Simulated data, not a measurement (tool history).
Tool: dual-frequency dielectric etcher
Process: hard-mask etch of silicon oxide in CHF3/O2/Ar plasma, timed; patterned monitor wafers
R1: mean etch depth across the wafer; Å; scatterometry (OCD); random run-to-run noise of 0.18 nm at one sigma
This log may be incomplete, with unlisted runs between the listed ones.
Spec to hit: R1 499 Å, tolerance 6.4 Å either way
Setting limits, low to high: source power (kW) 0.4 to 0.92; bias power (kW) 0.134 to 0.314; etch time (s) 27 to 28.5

Run 1, hour 0: source power (kW) 0.66, bias power (kW) 0.224, etch time (s) 27. Result: R1 642.89 Å.
Run 2, hour 0.6: source power (kW) 0.72, bias power (kW) 0.224, etch time (s) 27. Result: R1 664.6 Å.
Run 3, hour 1.3: source power (kW) 0.67, bias power (kW) 0.211, etch time (s) 27. Result: R1 629.62 Å.
Run 4, hour 6.6: source power (kW) 0.63, bias power (kW) 0.203, etch time (s) 27. Result: R1 608.85 Å.
Run 5, hour 8.4: source power (kW) 0.63, bias power (kW) 0.203, etch time (s) 28.5. Result: R1 640.93 Å.
Run 6, hour 11.6: source power (kW) 0.63, bias power (kW) 0.203, etch time (s) 28.5. Result: R1 643.06 Å.
Run 7, hour 17.5: source power (kW) 0.59, bias power (kW) 0.192, etch time (s) 28.5. Result: R1 611.82 Å.
Run 8, hour 19.1: source power (kW) 0.56, bias power (kW) 0.185, etch time (s) 28.5. Result: R1 592.91 Å.
Run 9, hour 24.6: source power (kW) 0.53, bias power (kW) 0.179, etch time (s) 28.5. Result: R1 574.57 Å.
Run 10, hour 28.4: source power (kW) 0.51, bias power (kW) 0.174, etch time (s) 28.5. Result: R1 558.09 Å.
Run 11, hour 32.9: source power (kW) 0.49, bias power (kW) 0.171, etch time (s) 28.5. Result: R1 543.21 Å.
Run 12, hour 34.7: source power (kW) 0.49, bias power (kW) 0.171, etch time (s) 28.5. Result: R1 549.93 Å.
Run 13, hour 42.5: source power (kW) 0.48, bias power (kW) 0.168, etch time (s) 28.5. Result: R1 540.27 Å.
Run 14, hour 49.5: source power (kW) 0.47, bias power (kW) 0.166, etch time (s) 28.5. Result: R1 535.45 Å.
At hour 54.4: wet clean of the chamber.
Run 15, hour 54.4: source power (kW) 0.46, bias power (kW) 0.164, etch time (s) 28.5. Result: R1 506.67 Å.

5 candidate next runs follow, results not yet known. Just one meets every target within its allowed miss. Identify it.
Run A, hour 59.3: source power (kW) 0.46, bias power (kW) 0.169, etch time (s) 27. Result: R1 ?.
Run B, hour 59.3: source power (kW) 0.41, bias power (kW) 0.183, etch time (s) 28.5. Result: R1 ?.
Run C, hour 59.3: source power (kW) 0.43, bias power (kW) 0.178, etch time (s) 27. Result: R1 ?.
Run D, hour 59.3: source power (kW) 0.41, bias power (kW) 0.203, etch time (s) 27.5. Result: R1 ?.
Run E, hour 59.3: source power (kW) 0.41, bias power (kW) 0.179, etch time (s) 28. Result: R1 ?.

move      R1
   A  484.48
   B  510.55
   C  485.05
   D  515.49
   E  496.76
A: moves the result that the last run missed by most past its target, out the other side
B: the biggest miss grows against the last run
C: moves the result that the last run missed by most past its target, out the other side
D: the biggest miss grows against the last run
E: in spec on every target
Go with E: it meets all targets.

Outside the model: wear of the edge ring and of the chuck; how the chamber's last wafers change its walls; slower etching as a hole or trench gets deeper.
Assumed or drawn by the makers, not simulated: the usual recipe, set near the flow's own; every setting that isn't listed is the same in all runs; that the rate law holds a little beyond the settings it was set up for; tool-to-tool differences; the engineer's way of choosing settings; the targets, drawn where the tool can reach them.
